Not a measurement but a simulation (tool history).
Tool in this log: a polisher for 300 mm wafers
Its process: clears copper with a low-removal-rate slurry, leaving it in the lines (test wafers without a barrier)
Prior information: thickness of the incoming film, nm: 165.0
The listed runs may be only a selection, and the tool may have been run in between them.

run,hour,flow of slurry (ml/min),pressure of the wafer on the pad (kPa),speed of the pad under the wafer (cm/s),abrasive content of the slurry,overpolish time after the end point (s),time until the end point was called (s),dishing of a wide line in a test structure (angstrom)
1,0.0,230,14.5,84,1.0,14,96.904,171.07
2,7.6,230,12.4,76,1.0,15,120.480,146.90
3,11.2,230,11.0,70,1.0,16,148.680,127.99
4,18.3,230,9.7,68,1.0,17,167.340,122.42
5,20.7,185,9.7,68,1.0,17,175.010,114.69
6,28.2,185,11.0,68,1.0,17,153.320,126.46
7,34.8,185,9.7,68,1.0,18,175.000,122.67
8,39.5,180,9.0,68,1.0,18,183.590,116.09
9,41.6,180,8.3,68,1.0,18,196.270,106.15

Estimate the outcome of run 10 from the log above:
10,49.6,180,6.9,66,1.0,20,?,?

{"run 10": {"time until the end point was called (s)": 234.24, "dishing of a wide line in a test structure (angstrom)": 100.17}}
